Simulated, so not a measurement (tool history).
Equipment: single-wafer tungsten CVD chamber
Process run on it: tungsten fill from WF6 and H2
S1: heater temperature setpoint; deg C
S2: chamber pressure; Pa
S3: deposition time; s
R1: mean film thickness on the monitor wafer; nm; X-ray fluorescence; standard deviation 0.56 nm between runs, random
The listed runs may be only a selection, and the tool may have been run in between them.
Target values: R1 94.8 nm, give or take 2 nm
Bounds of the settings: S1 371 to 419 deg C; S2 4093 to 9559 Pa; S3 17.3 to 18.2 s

{"run": 1, "hour": 0.0, "S1": 395, "S2": 6826, "S3": 18.2, "R1": 59.941}
{"run": 2, "hour": 7.7, "S1": 395, "S2": 6826, "S3": 18.2, "R1": 60.288}
{"run": 3, "hour": 11.5, "S1": 395, "S2": 6826, "S3": 17.3, "R1": 56.437}
{"run": 4, "hour": 17.2, "S1": 395, "S2": 5986, "S3": 17.3, "R1": 51.308}
{"run": 5, "hour": 22.2, "S1": 398, "S2": 6173, "S3": 17.3, "R1": 55.794}
{"run": 6, "hour": 30.6, "S1": 398, "S2": 7213, "S3": 17.3, "R1": 62.59}
{"run": 7, "hour": 38.4, "S1": 401, "S2": 7253, "S3": 17.3, "R1": 66.508}
{"run": 8, "hour": 46.6, "S1": 403, "S2": 7293, "S3": 17.3, "R1": 69.551}
{"run": 9, "hour": 54.4, "S1": 415, "S2": 7413, "S3": 17.3, "R1": 87.974}
{"run": 10, "hour": 55.1, "S1": 416, "S2": 7413, "S3": 17.3, "R1": 90.177}

Pick the move, out of 4, that brings all results within their allowed miss; only one does.
{"run": "A", "hour": 55.8, "S1": 412, "S2": 7706, "S3": 17.5, "R1": "?"}
{"run": "B", "hour": 55.8, "S1": 414, "S2": 7906, "S3": 17.3, "R1": "?"}
{"run": "C", "hour": 55.8, "S1": 410, "S2": 8093, "S3": 17.3, "R1": "?"}
{"run": "D", "hour": 55.8, "S1": 419, "S2": 6933, "S3": 18, "R1": "?"}

move=A R1=86.432
move=B R1=90.008
move=C R1=84.846
move=D R1=94.061
A: its largest miss is bigger than the last run's
B: as far off as the last run
C: its largest miss is bigger than the last run's
D: meets every target
Go with D: it meets all targets.
